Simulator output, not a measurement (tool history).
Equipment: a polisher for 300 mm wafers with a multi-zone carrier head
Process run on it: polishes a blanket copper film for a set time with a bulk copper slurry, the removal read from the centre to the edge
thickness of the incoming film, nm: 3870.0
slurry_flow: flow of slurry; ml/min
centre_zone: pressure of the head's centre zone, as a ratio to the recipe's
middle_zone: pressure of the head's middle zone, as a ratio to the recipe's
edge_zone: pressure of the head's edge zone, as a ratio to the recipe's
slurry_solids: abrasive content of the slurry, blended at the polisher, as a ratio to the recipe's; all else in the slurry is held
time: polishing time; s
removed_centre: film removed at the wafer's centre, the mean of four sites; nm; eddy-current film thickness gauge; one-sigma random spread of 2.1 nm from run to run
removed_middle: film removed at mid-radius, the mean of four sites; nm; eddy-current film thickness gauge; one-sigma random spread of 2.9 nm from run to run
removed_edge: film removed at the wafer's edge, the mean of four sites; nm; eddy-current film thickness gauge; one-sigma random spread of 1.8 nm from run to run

run    day  slurry_flow  centre_zone  middle_zone  edge_zone  slurry_solids  time  removed_centre  removed_middle  removed_edge
  1      0          215            1            1          1              1    58          429.79          438.65           426
  2  0.179          215            1            1          1              1    71          524.37          527.62        527.15
  3  0.342          215         0.93            1          1              1    71          503.02          540.56        522.37
  4  0.583          215         0.85            1          1              1    71          470.87          529.02        518.22
  5  0.671          205         0.84         0.99       0.99            0.9    63          397.28          451.63        445.21
  6    0.9          205         0.84         0.99       0.94            0.9    63          398.65          458.59        441.61
  7  1.167          170         0.83         0.95       0.88           0.65    47          264.53          297.99        288.78
  8  1.196          165         0.83         0.95       0.88            0.6    45          251.49          277.23        268.36
  9   1.35          160         0.83         0.96       0.89            0.6    43          233.85          267.65        258.27
 10  1.596          155         0.83         0.96       0.89            0.6    42          231.84          257.05         252.8
 11  1.908          150         0.83         0.97       0.89            0.6    41          224.72          251.22        243.27
 12  2.025          145         0.83         0.97       0.89            0.6    41          222.34          254.77         249.5

What does the tool deliver on the next run?
 13  2.358          145         0.83         0.97       0.88            0.6    40               ?               ?             ?

{"run 13": {"removed_centre": 214.84, "removed_middle": 244.32, "removed_edge": 236.18}}
